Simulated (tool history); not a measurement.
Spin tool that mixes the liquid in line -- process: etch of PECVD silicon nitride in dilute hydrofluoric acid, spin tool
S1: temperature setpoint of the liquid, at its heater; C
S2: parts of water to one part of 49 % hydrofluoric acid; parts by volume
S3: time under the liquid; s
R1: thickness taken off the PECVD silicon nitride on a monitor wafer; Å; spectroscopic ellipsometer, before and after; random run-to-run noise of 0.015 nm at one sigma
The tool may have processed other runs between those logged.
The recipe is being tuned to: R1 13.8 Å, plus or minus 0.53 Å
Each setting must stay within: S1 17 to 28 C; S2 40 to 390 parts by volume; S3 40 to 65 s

run  hour    S1   S2  S3      R1
  1     0    20  215  65   9.751
  2   5.7    20  185  65  11.206
  3  12.7    20  225  65  9.1304
  4  19.9    20  225  40  5.7124
  5  28.7    21  215  40  6.3713
  6  29.8  20.5  195  40   6.917
  7  35.7  20.5  170  40  7.7392
  8    42  20.5  150  40  8.8435
  9  50.5  20.5  135  40  9.6766
 10  53.6  20.5  125  40  10.479
 11  56.2  20.5  115  40  11.398
 12  57.2  20.5  110  40  11.964

4 next moves are on the table. One of them brings every result within its allowed miss. Which?
  A  58.2  20.5  130  60   ?
  B  58.2    23  100  40   ?
  C  58.2  25.5  180  60   ?
  D  58.2  17.5   75  40   ?

move      R1
   A  15.149
   B  15.434
   C  15.211
   D  14.042
A: carries the result that was furthest off beyond its target, to the other side
B: carries the result that was furthest off beyond its target, to the other side
C: carries the result that was furthest off beyond its target, to the other side
D: every result lands within tolerance
Answer: D

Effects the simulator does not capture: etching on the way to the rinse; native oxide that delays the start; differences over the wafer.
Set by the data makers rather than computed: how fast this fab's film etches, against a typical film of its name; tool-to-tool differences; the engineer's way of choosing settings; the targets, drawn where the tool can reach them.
